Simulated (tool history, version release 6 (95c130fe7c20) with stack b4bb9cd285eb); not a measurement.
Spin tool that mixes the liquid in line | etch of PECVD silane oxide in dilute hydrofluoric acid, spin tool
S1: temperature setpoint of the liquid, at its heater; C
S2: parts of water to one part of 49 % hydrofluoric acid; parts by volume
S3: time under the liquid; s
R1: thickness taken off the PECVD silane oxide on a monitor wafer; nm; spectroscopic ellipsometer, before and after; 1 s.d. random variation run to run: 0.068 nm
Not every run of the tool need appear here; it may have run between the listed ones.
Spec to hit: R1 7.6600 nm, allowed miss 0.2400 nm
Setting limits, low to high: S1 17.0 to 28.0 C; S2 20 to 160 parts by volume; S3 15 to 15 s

run,hour,S1,S2,S3,R1
1,0.0,20.0,90,15,3.1364
2,7.4,20.0,90,15,3.2118
3,16.2,21.0,85,15,3.5234
4,22.0,22.5,85,15,3.7216
5,27.3,23.0,80,15,3.9811
6,36.2,23.5,75,15,4.4499
7,42.2,24.0,70,15,4.8579
8,43.6,28.0,40,15,10.5160
9,44.3,24.0,40,15,8.9544
10,47.5,23.5,40,15,8.8270
11,53.2,23.0,40,15,8.6636
12,58.1,22.5,40,15,8.4194
13,60.8,22.0,40,15,8.2806
14,62.9,21.5,40,15,8.1425

Which one of the following 5 next-run settings gets every result inside its allowed miss? There is exactly one.
A,65.0,20.0,40,15,?
B,65.0,21.0,35,15,?
C,65.0,22.5,40,15,?
D,65.0,23.0,40,15,?
E,65.0,20.5,35,15,?

move,R1
A,7.5180
B,9.0267
C,8.3549
D,8.5311
E,8.8366
A: each result inside its tolerance
B: the biggest miss grows against the last run
C: the biggest miss grows against the last run
D: the biggest miss grows against the last run
E: the biggest miss grows against the last run
Answer: A
